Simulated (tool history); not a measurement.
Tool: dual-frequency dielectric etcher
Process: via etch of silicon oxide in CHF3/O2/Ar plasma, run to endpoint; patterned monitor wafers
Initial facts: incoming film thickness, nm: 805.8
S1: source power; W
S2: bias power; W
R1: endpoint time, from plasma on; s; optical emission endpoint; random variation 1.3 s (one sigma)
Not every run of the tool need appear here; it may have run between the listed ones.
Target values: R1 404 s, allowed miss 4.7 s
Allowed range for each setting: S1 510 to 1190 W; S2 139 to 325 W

run    day   S1   S2      R1
  1      0  850  232  334.83
  2  0.225  780  226  352.25
  3  0.575  730  225  361.36
  4  0.771  680  224  372.63
  5  0.962  760  224  356.57
  6  1.117  660  224   378.6
  7   1.35  640  224  382.71
  8  1.429  510  221  424.63
  9   1.65  590  222     400

Exercise: of the 4 proposed moves below, exactly one satisfies all targets within the stated allowed misses. Which move is it?
  A  1.871  640  202   ?
  B  1.871  590  211   ?
  C  1.871  660  194   ?
  D  1.871  590  231   ?

move      R1
   A  398.14
   B  407.16
   C  397.55
   D  396.06
A: lands further from the targets than the last run did
B: every result lands within tolerance
C: lands further from the targets than the last run did
D: lands further from the targets than the last run did
B meets every target.

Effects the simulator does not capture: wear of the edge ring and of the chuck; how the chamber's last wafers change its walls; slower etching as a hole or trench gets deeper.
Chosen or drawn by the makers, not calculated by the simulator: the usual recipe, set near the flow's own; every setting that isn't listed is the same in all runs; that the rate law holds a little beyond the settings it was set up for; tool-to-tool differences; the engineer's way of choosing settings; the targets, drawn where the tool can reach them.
